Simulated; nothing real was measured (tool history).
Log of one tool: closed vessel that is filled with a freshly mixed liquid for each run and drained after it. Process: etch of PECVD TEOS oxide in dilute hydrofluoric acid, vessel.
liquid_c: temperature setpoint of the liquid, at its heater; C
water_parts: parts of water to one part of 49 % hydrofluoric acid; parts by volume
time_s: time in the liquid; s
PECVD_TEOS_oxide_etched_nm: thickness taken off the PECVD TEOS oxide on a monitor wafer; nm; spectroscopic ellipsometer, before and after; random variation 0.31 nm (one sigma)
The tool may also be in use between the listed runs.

Run 1, hour 0.0: liquid_c 25 C, water_parts 250 parts by volume, time_s 125 s. Result: PECVD_TEOS_oxide_etched_nm 10.773 nm.
Run 2, hour 6.1: liquid_c 25 C, water_parts 195 parts by volume, time_s 125 s. Result: PECVD_TEOS_oxide_etched_nm 14.264 nm.
Run 3, hour 13.8: liquid_c 26 C, water_parts 180 parts by volume, time_s 125 s. Result: PECVD_TEOS_oxide_etched_nm 16.520 nm.
Run 4, hour 14.5: liquid_c 26 C, water_parts 180 parts by volume, time_s 75 s. Result: PECVD_TEOS_oxide_etched_nm 10.004 nm.
Run 5, hour 20.8: liquid_c 25 C, water_parts 165 parts by volume, time_s 80 s. Result: PECVD_TEOS_oxide_etched_nm 11.314 nm.
Run 6, hour 29.4: liquid_c 25 C, water_parts 110 parts by volume, time_s 80 s. Result: PECVD_TEOS_oxide_etched_nm 18.299 nm.

Run 7 comes next. What will it give?
Run 7, hour 37.4: liquid_c 25 C, water_parts 100 parts by volume, time_s 85 s. Result: PECVD_TEOS_oxide_etched_nm ?.

Run 7 gave PECVD_TEOS_oxide_etched_nm 21.741 nm.
